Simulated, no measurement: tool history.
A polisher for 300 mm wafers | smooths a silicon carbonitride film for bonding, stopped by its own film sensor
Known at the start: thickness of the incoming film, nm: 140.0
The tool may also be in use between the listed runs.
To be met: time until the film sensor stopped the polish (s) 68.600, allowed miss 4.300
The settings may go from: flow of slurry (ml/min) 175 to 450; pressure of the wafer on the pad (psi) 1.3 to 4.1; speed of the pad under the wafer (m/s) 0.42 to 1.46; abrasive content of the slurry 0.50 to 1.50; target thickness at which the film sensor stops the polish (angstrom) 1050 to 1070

| run | hour | flow of slurry (ml/min) | pressure of the wafer on the pad (psi) | speed of the pad under the wafer (m/s) | abrasive content of the slurry | target thickness at which the film sensor stops the polish (angstrom) | time until the film sensor stopped the polish (s) |
|---|---|---|---|---|---|---|---|
| 1 | 0.0 | 290 | 2.7 | 0.94 | 1.00 | 1070 | 102.740 |
| 2 | 8.1 | 290 | 2.8 | 0.94 | 1.00 | 1070 | 99.411 |
| 3 | 10.4 | 290 | 2.8 | 0.94 | 0.85 | 1070 | 104.430 |
| 4 | 17.8 | 290 | 2.8 | 0.94 | 0.85 | 1050 | 116.830 |
| 5 | 24.3 | 290 | 2.8 | 0.74 | 0.85 | 1050 | 140.450 |
| 6 | 25.9 | 290 | 2.9 | 0.76 | 0.85 | 1050 | 130.410 |
| 7 | 27.9 | 290 | 3.0 | 0.78 | 0.85 | 1050 | 121.310 |
| 8 | 36.3 | 290 | 3.1 | 0.78 | 0.85 | 1050 | 119.460 |
| 9 | 41.7 | 290 | 3.2 | 0.80 | 0.85 | 1050 | 113.730 |
| 10 | 48.1 | 290 | 3.3 | 0.82 | 0.85 | 1050 | 111.380 |
| 11 | 55.5 | 290 | 3.4 | 0.86 | 0.85 | 1050 | 102.400 |
| 12 | 58.9 | 290 | 3.5 | 0.88 | 0.85 | 1050 | 95.322 |
| 13 | 61.0 | 290 | 3.6 | 0.90 | 0.85 | 1050 | 92.940 |
| 14 | 61.9 | 290 | 3.6 | 0.92 | 0.85 | 1050 | 92.564 |
| 15 | 69.6 | 290 | 3.6 | 0.94 | 0.85 | 1050 | 91.791 |
| 16 | 72.6 | 290 | 3.6 | 0.96 | 0.85 | 1050 | 86.645 |

4 next moves are on the table. One of them brings every result within its allowed miss. Which?
| A | 75.6 | 230 | 3.9 | 1.00 | 1.05 | 1070 | ? |
| B | 75.6 | 260 | 3.2 | 0.78 | 0.85 | 1050 | ? |
| C | 75.6 | 285 | 3.8 | 0.96 | 0.80 | 1070 | ? |
| D | 75.6 | 270 | 3.4 | 1.10 | 0.90 | 1070 | ? |

| move | time until the film sensor stopped the polish (s) |
|---|---|
| A | 68.992 |
| B | 115.910 |
| C | 79.437 |
| D | 76.182 |
A: meets every target
B: further off than the last run
C: nearer than the last run, and not there yet
D: nearer than the last run, and not there yet
Move A is the one to make.
